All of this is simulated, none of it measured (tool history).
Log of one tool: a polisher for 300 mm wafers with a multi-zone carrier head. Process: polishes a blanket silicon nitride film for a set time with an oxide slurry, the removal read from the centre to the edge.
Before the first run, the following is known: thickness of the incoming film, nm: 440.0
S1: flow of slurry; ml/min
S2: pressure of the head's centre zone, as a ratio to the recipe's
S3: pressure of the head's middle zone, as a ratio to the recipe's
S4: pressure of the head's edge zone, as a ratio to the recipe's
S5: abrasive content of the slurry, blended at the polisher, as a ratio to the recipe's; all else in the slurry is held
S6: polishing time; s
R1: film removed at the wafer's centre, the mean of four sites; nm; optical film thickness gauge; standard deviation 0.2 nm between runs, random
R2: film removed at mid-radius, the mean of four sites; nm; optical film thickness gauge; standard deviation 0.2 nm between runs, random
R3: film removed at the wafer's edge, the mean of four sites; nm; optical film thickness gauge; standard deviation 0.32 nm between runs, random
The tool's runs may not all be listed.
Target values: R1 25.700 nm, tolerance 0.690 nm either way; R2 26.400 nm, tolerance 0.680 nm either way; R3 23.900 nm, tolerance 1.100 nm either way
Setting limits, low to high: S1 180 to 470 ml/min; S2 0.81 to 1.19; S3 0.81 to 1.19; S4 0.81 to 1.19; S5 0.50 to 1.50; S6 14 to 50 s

run  hour   S1    S2    S3    S4    S5  S6      R1      R2      R3
  1   0.0  300  1.00  1.00  1.00  1.00  32  21.548  21.324  21.015
  2   5.6  300  1.00  1.00  1.00  1.10  32  22.644  22.131  21.867
  3   8.6  300  1.00  1.00  1.00  1.10  26  18.111  17.912  18.414
  4   9.5  300  1.00  1.00  1.00  1.25  26  18.812  19.035  18.489
  5  11.2  300  1.00  1.00  1.07  1.25  26  19.159  18.721  19.031
  6  19.7  300  1.00  1.00  1.07  1.05  26  18.019  17.864  17.920
  7  25.6  305  1.01  1.03  1.08  1.15  27  19.355  19.449  19.616
  8  30.5  360  1.11  1.13  0.99  1.40  29  23.952  24.420  21.917
  9  38.3  365  1.12  1.14  1.01  1.40  29  24.427  24.546  21.707
 10  40.5  365  1.11  1.14  1.03  1.40  29  23.942  24.605  22.528
 11  44.8  370  1.12  1.15  1.04  1.40  29  24.433  24.637  22.412
 12  47.6  370  1.12  1.16  1.05  1.40  29  24.274  24.601  22.739
 13  54.6  375  1.12  1.17  1.05  1.40  29  24.136  25.214  22.816
 14  56.3  380  1.13  1.17  1.05  1.40  29  24.587  25.233  22.582
 15  57.2  385  1.13  1.17  1.06  1.40  29  23.952  25.034  22.405
 16  63.8  380  1.13  1.17  1.06  1.40  29  24.104  25.061  22.629
 17  71.5  380  1.14  1.17  1.06  1.40  29  24.383  25.049  22.369

Consider the 4 candidate settings below. Which is the only one whose results all fall within their allowed miss of target?
  A  79.2  340  1.19  1.19  1.03  1.30  28   ?   ?   ?
  B  79.2  425  1.18  1.19  1.10  1.50  29   ?   ?   ?
  C  79.2  375  0.91  1.04  1.19  1.50  30   ?   ?   ?
  D  79.2  370  0.97  1.19  1.01  1.50  30   ?   ?   ?

move      R1      R2      R3
   A  23.299  23.697  20.694
   B  25.730  26.250  23.592
   C  22.772  24.475  25.267
   D  23.551  26.885  23.200
A: moves away from the targets compared with the last run
B: meets every target
C: moves away from the targets compared with the last run
D: gets the furthest-off result to its target, but another result is out of tolerance
B meets every target.
